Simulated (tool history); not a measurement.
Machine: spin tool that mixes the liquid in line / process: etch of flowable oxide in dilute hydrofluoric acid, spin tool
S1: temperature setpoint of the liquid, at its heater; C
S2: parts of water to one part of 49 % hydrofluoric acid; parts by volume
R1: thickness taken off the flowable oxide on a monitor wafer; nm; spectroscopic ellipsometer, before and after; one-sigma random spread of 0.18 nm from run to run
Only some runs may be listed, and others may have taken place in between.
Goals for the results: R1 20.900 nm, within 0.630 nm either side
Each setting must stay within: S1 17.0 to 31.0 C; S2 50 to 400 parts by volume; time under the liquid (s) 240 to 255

Run 1, hour 0.0: S1 23.0 C, S2 225 parts by volume, time under the liquid (s) 240. Result: R1 35.254 nm.
Run 2, hour 2.4: S1 22.5 C, S2 235 parts by volume, time under the liquid (s) 240. Result: R1 32.654 nm.
Run 3, hour 4.5: S1 22.0 C, S2 240 parts by volume, time under the liquid (s) 240. Result: R1 31.560 nm.
Run 4, hour 10.3: S1 22.0 C, S2 240 parts by volume, time under the liquid (s) 240. Result: R1 31.477 nm.
Run 5, hour 11.3: S1 22.0 C, S2 240 parts by volume, time under the liquid (s) 255. Result: R1 33.107 nm.
Run 6, hour 15.6: S1 21.5 C, S2 245 parts by volume, time under the liquid (s) 255. Result: R1 31.633 nm.
Run 7, hour 16.3: S1 21.0 C, S2 250 parts by volume, time under the liquid (s) 255. Result: R1 30.118 nm.
Run 8, hour 18.7: S1 20.5 C, S2 255 parts by volume, time under the liquid (s) 255. Result: R1 29.227 nm.
Run 9, hour 27.2: S1 20.5 C, S2 255 parts by volume, time under the liquid (s) 255. Result: R1 29.431 nm.
Run 10, hour 31.7: S1 20.0 C, S2 260 parts by volume, time under the liquid (s) 255. Result: R1 28.328 nm.
Run 11, hour 34.6: S1 19.5 C, S2 265 parts by volume, time under the liquid (s) 255. Result: R1 26.796 nm.
Run 12, hour 40.2: S1 19.0 C, S2 270 parts by volume, time under the liquid (s) 255. Result: R1 25.497 nm.
Run 13, hour 40.8: S1 19.0 C, S2 270 parts by volume, time under the liquid (s) 255. Result: R1 25.871 nm.

4 candidate next runs follow, results not yet known. Just one meets every target within its allowed miss. Identify it.
Run A, hour 41.4: S1 19.5 C, S2 210 parts by volume, time under the liquid (s) 255. Result: R1 ?.
Run B, hour 41.4: S1 20.0 C, S2 265 parts by volume, time under the liquid (s) 255. Result: R1 ?.
Run C, hour 41.4: S1 17.0 C, S2 290 parts by volume, time under the liquid (s) 245. Result: R1 ?.
Run D, hour 41.4: S1 17.5 C, S2 310 parts by volume, time under the liquid (s) 240. Result: R1 ?.

move      R1
   A  35.649
   B  27.340
   C  20.974
   D  19.261
A: the biggest miss grows against the last run
B: the biggest miss grows against the last run
C: hits every target within its allowed miss
D: takes the biggest miss from the last run beyond its target
C meets every target.
